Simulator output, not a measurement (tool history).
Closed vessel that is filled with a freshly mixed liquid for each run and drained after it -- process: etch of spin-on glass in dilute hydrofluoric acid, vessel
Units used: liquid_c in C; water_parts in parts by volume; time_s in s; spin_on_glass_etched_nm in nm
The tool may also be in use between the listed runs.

Run 1, hour 0.0: liquid_c 25.0 C, water_parts 100 parts by volume, time_s 90 s. Result: spin_on_glass_etched_nm 23.678 nm.
Run 2, hour 3.7: liquid_c 25.0 C, water_parts 100 parts by volume, time_s 65 s. Result: spin_on_glass_etched_nm 16.969 nm.
Run 3, hour 8.8: liquid_c 26.5 C, water_parts 100 parts by volume, time_s 65 s. Result: spin_on_glass_etched_nm 18.064 nm.
Run 4, hour 15.6: liquid_c 27.0 C, water_parts 85 parts by volume, time_s 65 s. Result: spin_on_glass_etched_nm 22.257 nm.
Run 5, hour 23.9: liquid_c 27.0 C, water_parts 85 parts by volume, time_s 65 s. Result: spin_on_glass_etched_nm 22.049 nm.
Run 6, hour 27.9: liquid_c 29.0 C, water_parts 85 parts by volume, time_s 65 s. Result: spin_on_glass_etched_nm 23.997 nm.
Run 7, hour 36.0: liquid_c 30.0 C, water_parts 80 parts by volume, time_s 65 s. Result: spin_on_glass_etched_nm 26.622 nm.
Run 8, hour 39.6: liquid_c 30.0 C, water_parts 80 parts by volume, time_s 65 s. Result: spin_on_glass_etched_nm 26.324 nm.
Run 9, hour 42.7: liquid_c 33.0 C, water_parts 65 parts by volume, time_s 65 s. Result: spin_on_glass_etched_nm 37.752 nm.

Expected results for the next run?
Run 10, hour 47.1: liquid_c 32.5 C, water_parts 65 parts by volume, time_s 65 s. Result: spin_on_glass_etched_nm ?.

Logged for run 10: spin_on_glass_etched_nm 36.925 nm.
